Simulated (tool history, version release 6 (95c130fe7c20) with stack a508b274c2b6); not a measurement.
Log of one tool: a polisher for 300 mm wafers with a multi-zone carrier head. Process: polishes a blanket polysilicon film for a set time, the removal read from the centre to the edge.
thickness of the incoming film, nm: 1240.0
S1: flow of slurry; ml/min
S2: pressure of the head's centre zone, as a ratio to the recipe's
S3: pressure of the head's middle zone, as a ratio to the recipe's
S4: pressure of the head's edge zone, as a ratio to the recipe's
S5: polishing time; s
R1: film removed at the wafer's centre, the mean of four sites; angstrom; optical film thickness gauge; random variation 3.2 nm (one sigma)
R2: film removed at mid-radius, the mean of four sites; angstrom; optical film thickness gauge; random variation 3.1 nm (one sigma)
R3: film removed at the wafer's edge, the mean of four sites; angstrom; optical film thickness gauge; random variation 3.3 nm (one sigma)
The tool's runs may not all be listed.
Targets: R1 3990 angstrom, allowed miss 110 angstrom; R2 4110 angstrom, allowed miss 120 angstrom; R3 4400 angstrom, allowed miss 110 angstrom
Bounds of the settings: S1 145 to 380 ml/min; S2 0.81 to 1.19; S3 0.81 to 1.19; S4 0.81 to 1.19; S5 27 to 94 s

Run 1, hour 0: S1 245 ml/min, S2 1, S3 1, S4 1, S5 60 s. Result: R1 3322.2 angstrom, R2 3351 angstrom, R3 3310.1 angstrom.
Run 2, hour 3.1: S1 255 ml/min, S2 1, S3 1, S4 1.05, S5 63 s. Result: R1 3532 angstrom, R2 3579.1 angstrom, R3 3548.5 angstrom.
Run 3, hour 12: S1 255 ml/min, S2 0.94, S3 1, S4 1.05, S5 63 s. Result: R1 3333.3 angstrom, R2 3587.3 angstrom, R3 3545.4 angstrom.
Run 4, hour 13.2: S1 255 ml/min, S2 0.94, S3 1.06, S4 1.05, S5 63 s. Result: R1 3324.8 angstrom, R2 3720.2 angstrom, R3 3549.3 angstrom.
Run 5, hour 14.1: S1 210 ml/min, S2 0.94, S3 1.06, S4 1.05, S5 63 s. Result: R1 3225.3 angstrom, R2 3665 angstrom, R3 3453.9 angstrom.
Run 6, hour 21.7: S1 240 ml/min, S2 0.94, S3 1.04, S4 1.09, S5 65 s. Result: R1 3429 angstrom, R2 3730.6 angstrom, R3 3673.4 angstrom.
Run 7, hour 30.2: S1 260 ml/min, S2 0.93, S3 1.03, S4 1.12, S5 67 s. Result: R1 3531.6 angstrom, R2 3963.5 angstrom, R3 3881.9 angstrom.
Run 8, hour 37.2: S1 275 ml/min, S2 0.93, S3 1, S4 1.14, S5 68 s. Result: R1 3610.4 angstrom, R2 3899.8 angstrom, R3 4053.4 angstrom.
Run 9, hour 40: S1 290 ml/min, S2 0.94, S3 1, S4 1.15, S5 68 s. Result: R1 3709.2 angstrom, R2 3881.7 angstrom, R3 3994.4 angstrom.
Run 10, hour 46.4: S1 290 ml/min, S2 0.94, S3 0.99, S4 1.16, S5 69 s. Result: R1 3692.8 angstrom, R2 3890.1 angstrom, R3 4041.1 angstrom.
Run 11, hour 52.2: S1 290 ml/min, S2 0.94, S3 0.99, S4 1.16, S5 69 s. Result: R1 3740 angstrom, R2 3964.7 angstrom, R3 4101.5 angstrom.

Which of these 4 next moves meets every target?
Run A, hour 58: S1 255 ml/min, S2 0.92, S3 0.93, S4 1.1, S5 77 s. Result: R1 ?, R2 ?, R3 ?.
Run B, hour 58: S1 225 ml/min, S2 1.09, S3 1, S4 1.14, S5 71 s. Result: R1 ?, R2 ?, R3 ?.
Run C, hour 58: S1 280 ml/min, S2 0.82, S3 1, S4 1.19, S5 72 s. Result: R1 ?, R2 ?, R3 ?.
Run D, hour 58: S1 215 ml/min, S2 0.87, S3 1.07, S4 1.19, S5 73 s. Result: R1 ?, R2 ?, R3 ?.

move      R1      R2      R3
   A  4013.2  4137.8  4364.4
   B  4136.1  3963.7  4025.9
   C  3491.5  4136.5    4240
   D  3559.3  4270.4  4185.6
A: meets every target
B: further off than the last run
C: further off than the last run
D: further off than the last run
Move A is the one to make.
